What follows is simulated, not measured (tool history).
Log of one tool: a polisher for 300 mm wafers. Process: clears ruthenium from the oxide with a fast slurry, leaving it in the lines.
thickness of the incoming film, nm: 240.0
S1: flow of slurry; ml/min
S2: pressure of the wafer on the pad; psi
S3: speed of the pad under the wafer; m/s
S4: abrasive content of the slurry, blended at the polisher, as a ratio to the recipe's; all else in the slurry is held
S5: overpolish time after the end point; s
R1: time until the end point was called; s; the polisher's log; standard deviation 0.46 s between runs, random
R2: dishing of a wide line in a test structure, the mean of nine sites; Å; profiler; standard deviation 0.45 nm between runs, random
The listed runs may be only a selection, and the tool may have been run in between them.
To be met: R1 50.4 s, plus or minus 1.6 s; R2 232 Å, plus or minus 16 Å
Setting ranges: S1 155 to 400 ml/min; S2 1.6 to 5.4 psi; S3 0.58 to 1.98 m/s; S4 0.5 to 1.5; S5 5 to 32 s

{"run": 1, "hour": 0.0, "S1": 255, "S2": 3.5, "S3": 1.28, "S4": 1, "S5": 16, "R1": 45.569, "R2": 571.64}
{"run": 2, "hour": 5.2, "S1": 255, "S2": 4, "S3": 1.28, "S4": 1, "S5": 16, "R1": 39.693, "R2": 627.38}
{"run": 3, "hour": 9.2, "S1": 255, "S2": 4, "S3": 1.1, "S4": 1, "S5": 16, "R1": 44.978, "R2": 584.24}
{"run": 4, "hour": 12.6, "S1": 220, "S2": 4, "S3": 1.1, "S4": 1, "S5": 16, "R1": 46.565, "R2": 593.88}
{"run": 5, "hour": 14.2, "S1": 220, "S2": 4.8, "S3": 1.1, "S4": 1, "S5": 16, "R1": 38.257, "R2": 647.22}
{"run": 6, "hour": 15.9, "S1": 265, "S2": 4.7, "S3": 1.06, "S4": 0.9, "S5": 13, "R1": 41.419, "R2": 550.39}
{"run": 7, "hour": 17.2, "S1": 195, "S2": 3.7, "S3": 1.04, "S4": 1.15, "S5": 5, "R1": 50.186, "R2": 203.83}
{"run": 8, "hour": 21.9, "S1": 200, "S2": 3.7, "S3": 1.04, "S4": 1.15, "S5": 5, "R1": 50.222, "R2": 205.13}
{"run": 9, "hour": 30.9, "S1": 205, "S2": 3.7, "S3": 1.04, "S4": 1.15, "S5": 5, "R1": 50.544, "R2": 198.23}

Of the 4 settings listed for the next run, only one would bring every result within its allowed miss of target. Which one?
{"run": "A", "hour": 39.9, "S1": 215, "S2": 3.8, "S3": 0.92, "S4": 1.45, "S5": 5, "R1": "?", "R2": "?"}
{"run": "B", "hour": 39.9, "S1": 210, "S2": 4, "S3": 0.84, "S4": 1.5, "S5": 5, "R1": "?", "R2": "?"}
{"run": "C", "hour": 39.9, "S1": 160, "S2": 3.6, "S3": 1.04, "S4": 1.15, "S5": 5, "R1": "?", "R2": "?"}
{"run": "D", "hour": 39.9, "S1": 160, "S2": 3, "S3": 1.26, "S4": 1.4, "S5": 6, "R1": "?", "R2": "?"}

move=A R1=50.045 R2=199.53
move=B R1=51 R2=196.07
move=C R1=54.199 R2=185.31
move=D R1=50.916 R2=232.18
A: just as far off the targets as the last run
B: lands further from the targets than the last run did
C: lands further from the targets than the last run did
D: meets every target
So the answer is move D, the one that meets all the targets.
